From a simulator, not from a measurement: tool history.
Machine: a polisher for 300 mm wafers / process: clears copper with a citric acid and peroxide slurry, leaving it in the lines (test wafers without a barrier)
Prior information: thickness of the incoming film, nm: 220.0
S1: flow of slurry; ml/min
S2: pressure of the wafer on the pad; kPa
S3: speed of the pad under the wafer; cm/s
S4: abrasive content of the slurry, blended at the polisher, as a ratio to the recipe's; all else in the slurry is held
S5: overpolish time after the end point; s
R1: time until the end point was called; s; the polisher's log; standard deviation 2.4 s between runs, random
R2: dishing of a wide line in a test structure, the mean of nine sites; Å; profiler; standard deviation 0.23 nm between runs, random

run,hour,S1,S2,S3,S4,S5,R1,R2
1,0.0,210,18.6,96,1.00,19,91.810,283.73
2,0.8,205,15.9,94,1.00,21,103.340,272.31
3,8.6,205,13.8,88,1.00,23,120.420,252.93
4,15.0,205,13.8,88,1.15,23,112.800,272.58
5,23.9,205,13.8,88,1.15,28,117.670,319.50
6,26.6,205,13.8,112,1.15,28,90.403,388.00
7,29.2,205,12.4,102,1.15,28,104.280,337.41
8,30.6,205,11.7,94,1.15,28,120.820,312.08
9,38.1,205,11.0,88,1.15,27,131.880,272.30
10,44.8,205,10.3,84,1.15,27,144.090,252.68
11,47.5,190,9.0,72,1.15,27,182.140,208.10

Estimate the outcome of run 12 from the log above:
12,52.4,195,9.0,72,1.15,27,?,?

{"run 12": {"R1": 179.97, "R2": 210.18}}
